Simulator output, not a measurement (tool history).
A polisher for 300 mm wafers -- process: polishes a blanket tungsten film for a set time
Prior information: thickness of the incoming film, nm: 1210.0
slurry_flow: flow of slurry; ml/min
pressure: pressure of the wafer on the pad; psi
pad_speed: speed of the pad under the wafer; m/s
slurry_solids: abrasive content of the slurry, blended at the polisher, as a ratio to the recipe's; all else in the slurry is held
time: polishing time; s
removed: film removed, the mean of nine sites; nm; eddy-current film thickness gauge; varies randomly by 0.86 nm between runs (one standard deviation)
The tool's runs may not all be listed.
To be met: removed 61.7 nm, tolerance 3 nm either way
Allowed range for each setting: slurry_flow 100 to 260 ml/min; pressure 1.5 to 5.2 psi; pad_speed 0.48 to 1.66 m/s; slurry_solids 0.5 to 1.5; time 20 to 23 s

run  hour  slurry_flow  pressure  pad_speed  slurry_solids  time  removed
  1     0          165       3.3       1.06              1    23   88.965
  2   4.5          165         3       1.06              1    23   81.223
  3   5.5          165       2.8       1.06              1    23   74.122
  4  12.6          165       3.6       1.06              1    23   95.548
  5  17.8          165       3.6       1.06              1    23   95.191
  6  20.8          165       2.9       1.06              1    23   77.372
  7    26          165       2.7       1.06              1    23   73.116
  8    28          165       2.6       1.06              1    23   68.502
  9  32.4          165       2.5       1.06              1    23   66.576
     33.6  -- slurry nozzle cleaned
 10  33.6          165       2.4       1.06              1    23   69.561
 11  36.9          165       2.3       1.06              1    23   68.579
 12  39.6          165       2.2       1.06              1    23   66.907

Below are 4 possible settings for the next run. Only one of them brings all results inside the allowed miss of their targets. Which is it?
  A  42.3          185         2       1.26           1.05    22        ?
  B  42.3          220       2.3       1.22            1.2    23        ?
  C  42.3          185       1.9       1.14            1.1    22        ?
  D  42.3          160       2.3       1.12            0.9    22        ?

move  removed
   A   70.034
   B   86.316
   C   61.967
   D   67.841
A: misses by more than the last run did
B: misses by more than the last run did
C: all results land within tolerance of their targets
D: misses by more than the last run did
Answer: C

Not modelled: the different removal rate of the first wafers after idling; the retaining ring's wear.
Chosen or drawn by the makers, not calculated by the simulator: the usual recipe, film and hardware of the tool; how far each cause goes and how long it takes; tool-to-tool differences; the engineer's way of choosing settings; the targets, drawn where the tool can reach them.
